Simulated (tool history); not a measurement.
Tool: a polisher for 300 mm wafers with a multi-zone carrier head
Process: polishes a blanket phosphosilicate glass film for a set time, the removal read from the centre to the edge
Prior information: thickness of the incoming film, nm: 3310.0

run,hour,flow of slurry (ml/min),pressure of the head's centre zone,pressure of the head's middle zone,pressure of the head's edge zone,abrasive content of the slurry,polishing time (s),film removed at the wafer's centre (angstrom),film removed at mid-radius (angstrom),film removed at the wafer's edge (angstrom)
1,0.0,255,1.00,1.00,1.00,1.00,32,2069.4,2103.8,2152.5
2,2.0,255,1.00,1.00,1.04,1.00,32,2069.6,2073.0,2229.4
3,6.2,255,1.06,1.00,1.04,1.00,32,2277.3,2075.9,2222.4
4,12.8,260,1.06,1.01,1.06,1.05,32,2267.0,2177.6,2299.6
5,17.1,260,1.07,1.01,1.07,1.10,32,2370.4,2255.0,2371.1
6,17.7,260,1.01,1.01,1.07,1.10,32,2292.9,2244.5,2388.1
7,21.4,260,1.01,1.01,1.08,1.15,32,2338.5,2282.6,2450.9
8,25.6,265,1.01,1.02,1.09,1.20,32,2340.6,2349.0,2529.3
9,31.4,270,1.02,1.03,1.10,1.25,32,2412.7,2401.7,2600.8
10,39.2,270,1.03,1.04,1.11,1.30,32,2522.1,2508.7,2647.3

Predict the results of run 11:
11,47.5,275,1.03,1.04,1.12,1.35,32,?,?,?

film removed at the wafer's centre (angstrom): 2574.6
film removed at mid-radius (angstrom): 2541.9
film removed at the wafer's edge (angstrom): 2708.3

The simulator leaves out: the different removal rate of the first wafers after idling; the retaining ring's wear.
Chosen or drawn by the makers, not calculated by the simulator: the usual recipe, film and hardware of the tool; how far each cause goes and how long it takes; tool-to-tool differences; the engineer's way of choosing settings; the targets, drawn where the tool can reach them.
